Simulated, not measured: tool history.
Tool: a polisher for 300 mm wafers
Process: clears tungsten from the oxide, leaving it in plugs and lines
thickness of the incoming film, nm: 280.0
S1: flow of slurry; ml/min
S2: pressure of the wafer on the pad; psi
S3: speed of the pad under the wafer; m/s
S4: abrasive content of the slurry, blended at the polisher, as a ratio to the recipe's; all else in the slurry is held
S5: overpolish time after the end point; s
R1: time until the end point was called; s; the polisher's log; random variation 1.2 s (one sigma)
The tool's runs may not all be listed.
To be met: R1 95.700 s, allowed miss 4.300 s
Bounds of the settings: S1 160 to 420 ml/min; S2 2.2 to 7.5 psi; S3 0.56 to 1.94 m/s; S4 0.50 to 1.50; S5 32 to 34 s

Run 1, hour 0.0: S1 270 ml/min, S2 4.8 psi, S3 1.24 m/s, S4 1.00, S5 32 s. Result: R1 46.431 s.
Run 2, hour 5.3: S1 270 ml/min, S2 4.4 psi, S3 1.20 m/s, S4 1.00, S5 32 s. Result: R1 51.243 s.
Run 3, hour 13.4: S1 270 ml/min, S2 3.5 psi, S3 1.20 m/s, S4 1.00, S5 32 s. Result: R1 61.614 s.
Run 4, hour 14.7: S1 270 ml/min, S2 3.5 psi, S3 1.20 m/s, S4 1.20, S5 32 s. Result: R1 58.717 s.
Run 5, hour 20.0: S1 270 ml/min, S2 3.3 psi, S3 1.16 m/s, S4 1.20, S5 32 s. Result: R1 65.104 s.
Run 6, hour 24.3: S1 270 ml/min, S2 3.1 psi, S3 1.14 m/s, S4 1.20, S5 32 s. Result: R1 68.917 s.
At hour 29.8: slurry blender recalibrated.
Run 7, hour 29.8: S1 270 ml/min, S2 3.0 psi, S3 1.12 m/s, S4 1.20, S5 32 s. Result: R1 68.666 s.
Run 8, hour 36.3: S1 265 ml/min, S2 2.2 psi, S3 0.84 m/s, S4 1.15, S5 32 s. Result: R1 111.300 s.
Run 9, hour 39.9: S1 265 ml/min, S2 2.3 psi, S3 0.84 m/s, S4 1.15, S5 32 s. Result: R1 109.490 s.
Run 10, hour 40.8: S1 265 ml/min, S2 2.4 psi, S3 0.84 m/s, S4 1.15, S5 32 s. Result: R1 103.700 s.

Which of these 5 next moves meets every target?
Run A, hour 41.7: S1 165 ml/min, S2 2.7 psi, S3 0.80 m/s, S4 1.25, S5 32 s. Result: R1 ?.
Run B, hour 41.7: S1 265 ml/min, S2 2.6 psi, S3 0.88 m/s, S4 1.15, S5 34 s. Result: R1 ?.
Run C, hour 41.7: S1 285 ml/min, S2 2.2 psi, S3 0.76 m/s, S4 1.30, S5 32 s. Result: R1 ?.
Run D, hour 41.7: S1 245 ml/min, S2 2.7 psi, S3 0.74 m/s, S4 1.35, S5 34 s. Result: R1 ?.
Run E, hour 41.7: S1 255 ml/min, S2 2.4 psi, S3 0.86 m/s, S4 0.95, S5 33 s. Result: R1 ?.

move       R1
   A  109.970
   B   97.296
   C  121.270
   D  109.910
   E  108.560
A: further off than the last run
B: meets every target
C: further off than the last run
D: further off than the last run
E: further off than the last run
The right move is B.
